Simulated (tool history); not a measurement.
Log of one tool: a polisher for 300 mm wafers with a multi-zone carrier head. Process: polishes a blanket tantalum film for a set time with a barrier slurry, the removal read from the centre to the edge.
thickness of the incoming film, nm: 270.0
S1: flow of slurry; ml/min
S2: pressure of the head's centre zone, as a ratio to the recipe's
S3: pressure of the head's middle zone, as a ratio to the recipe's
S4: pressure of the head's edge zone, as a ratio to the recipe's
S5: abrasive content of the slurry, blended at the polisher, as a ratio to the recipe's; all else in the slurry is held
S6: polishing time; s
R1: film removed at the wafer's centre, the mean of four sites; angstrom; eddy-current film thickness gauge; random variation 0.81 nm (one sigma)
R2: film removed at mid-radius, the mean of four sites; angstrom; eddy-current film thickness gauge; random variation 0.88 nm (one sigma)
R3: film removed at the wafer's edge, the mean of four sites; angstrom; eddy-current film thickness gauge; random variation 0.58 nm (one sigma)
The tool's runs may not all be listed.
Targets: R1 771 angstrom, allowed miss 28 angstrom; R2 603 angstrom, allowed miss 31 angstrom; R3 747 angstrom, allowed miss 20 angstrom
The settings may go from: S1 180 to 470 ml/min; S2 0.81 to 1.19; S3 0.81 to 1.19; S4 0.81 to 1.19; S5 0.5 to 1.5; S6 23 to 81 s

run 1 hour=0 | S1=300 S2=1 S3=1 S4=1 S5=1 S6=52 | R1=1113.3 R2=1124.1 R3=1110.1
run 2 hour=3 | S1=300 S2=1 S3=1 S4=1.04 S5=1 S6=52 | R1=1109.8 R2=1103.1 R3=1140.4
run 3 hour=4.2 | S1=295 S2=1.01 S3=0.97 S4=1.04 S5=0.95 S6=50 | R1=1039.1 R2=1035 R3=1103.8
run 4 hour=7.2 | S1=295 S2=1.01 S3=1.03 S4=1.04 S5=0.95 S6=50 | R1=1066.4 R2=1083.8 R3=1104.3
run 5 hour=14 | S1=295 S2=0.96 S3=1.03 S4=1.04 S5=0.95 S6=50 | R1=1018.3 R2=1090.3 R3=1111.1
run 6 hour=20.7 | S1=295 S2=0.96 S3=1.03 S4=1.13 S5=0.95 S6=50 | R1=1028.7 R2=1050.7 R3=1135.6
run 7 hour=25.9 | S1=295 S2=0.96 S3=1.03 S4=1.13 S5=0.95 S6=50 | R1=994.49 R2=1086.5 R3=1135.5
run 8 hour=31.2 | S1=295 S2=0.99 S3=1 S4=1.12 S5=0.9 S6=48 | R1=984.45 R2=987.86 R3=1096.2
run 9 hour=36.3 | S1=305 S2=1.07 S3=0.9 S4=1.02 S5=0.65 S6=34 | R1=739.29 R2=617.42 R3=703.13
run 10 hour=45.1 | S1=305 S2=1.07 S3=0.9 S4=1.03 S5=0.65 S6=34 | R1=721.21 R2=612.71 R3=696.02
run 11 hour=47.8 | S1=305 S2=1.08 S3=0.9 S4=1.04 S5=0.65 S6=34 | R1=734.01 R2=607.06 R3=700.83
run 12 hour=50.9 | S1=305 S2=1.08 S3=0.9 S4=1.05 S5=0.65 S6=34 | R1=721.45 R2=621.89 R3=697.91
run 13 hour=56.9 | S1=300 S2=1.07 S3=0.89 S4=1.04 S5=0.7 S6=34 | R1=729.21 R2=610.29 R3=703.31
run 14 hour=65.9 | S1=305 S2=1.08 S3=0.88 S4=1.05 S5=0.7 S6=34 | R1=730.47 R2=603.8 R3=721.9
run 15 hour=68.5 | S1=310 S2=1.09 S3=0.88 S4=1.05 S5=0.7 S6=34 | R1=740.94 R2=608.24 R3=725.81
run 16 hour=75.7 | S1=310 S2=1.09 S3=0.88 S4=1.05 S5=0.7 S6=34 | R1=750.93 R2=625.22 R3=715.68
run 17 hour=77.3 | S1=305 S2=1.09 S3=0.87 S4=1.06 S5=0.7 S6=34 | R1=750.61 R2=589.01 R3=724.86

5 next moves are on the table. One of them brings every result within its allowed miss. Which?
run A hour=78.9 | S1=275 S2=1.08 S3=0.81 S4=1.04 S5=0.55 S6=38 | R1=? R2=? R3=?
run B hour=78.9 | S1=295 S2=1.12 S3=0.87 S4=1.08 S5=0.55 S6=35 | R1=? R2=? R3=?
run C hour=78.9 | S1=325 S2=1.11 S3=0.95 S4=1.11 S5=0.65 S6=32 | R1=? R2=? R3=?
run D hour=78.9 | S1=245 S2=1.15 S3=0.81 S4=1.02 S5=0.7 S6=34 | R1=? R2=? R3=?
run E hour=78.9 | S1=315 S2=1.12 S3=0.9 S4=1 S5=0.7 S6=34 | R1=? R2=? R3=?

move=A R1=783.9 R2=592.51 R3=762.14
move=B R1=755.64 R2=582.95 R3=718.87
move=C R1=712.54 R2=595.86 R3=690.17
move=D R1=767 R2=544.84 R3=696.81
move=E R1=771.1 R2=611.33 R3=704.3
A: meets every target
B: further off than the last run
C: further off than the last run
D: further off than the last run
E: further off than the last run
The right move is A.
